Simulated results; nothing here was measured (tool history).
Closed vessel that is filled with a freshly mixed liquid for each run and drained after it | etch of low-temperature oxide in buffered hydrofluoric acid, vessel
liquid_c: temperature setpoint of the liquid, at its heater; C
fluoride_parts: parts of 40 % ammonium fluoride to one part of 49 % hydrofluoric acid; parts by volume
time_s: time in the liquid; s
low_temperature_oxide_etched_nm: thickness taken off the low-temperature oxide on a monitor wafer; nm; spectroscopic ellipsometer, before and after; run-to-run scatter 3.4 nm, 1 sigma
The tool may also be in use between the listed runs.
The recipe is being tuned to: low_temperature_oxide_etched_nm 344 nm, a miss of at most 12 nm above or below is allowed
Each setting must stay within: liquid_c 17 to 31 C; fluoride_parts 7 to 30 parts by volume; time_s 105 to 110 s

run	hour	liquid_c	fluoride_parts	time_s	low_temperature_oxide_etched_nm
1	0	23	19	105	278.88
2	4.7	23.5	19	105	285.84
3	13.6	23.5	16.5	105	328.09
4	21.7	21	16.5	105	280.39
5	27	21.5	16.5	105	293.95
# hour 34.3: thermometer replaced
6	34.3	22	16.5	105	283.97
7	42	22.5	16.5	105	299.24
8	48.6	23	16.5	105	296.28
9	55.9	23.5	16.5	105	311.37

Which one of the following 5 next-run settings gets every result inside its allowed miss? There is exactly one.
A	63.2	22.5	14	105	?
B	63.2	25.5	18.5	105	?
C	63.2	24	14	105	?
D	63.2	23	16.5	105	?
E	63.2	22	17	105	?

move	low_temperature_oxide_etched_nm
A	347.75
B	311.46
C	377.58
D	304.13
E	279.46
A: all results land within tolerance of their targets
B: about the same distance from the targets as the last run
C: carries the result that was furthest off beyond its target, to the other side
D: the biggest miss grows against the last run
E: the biggest miss grows against the last run
Move A is the one to make.
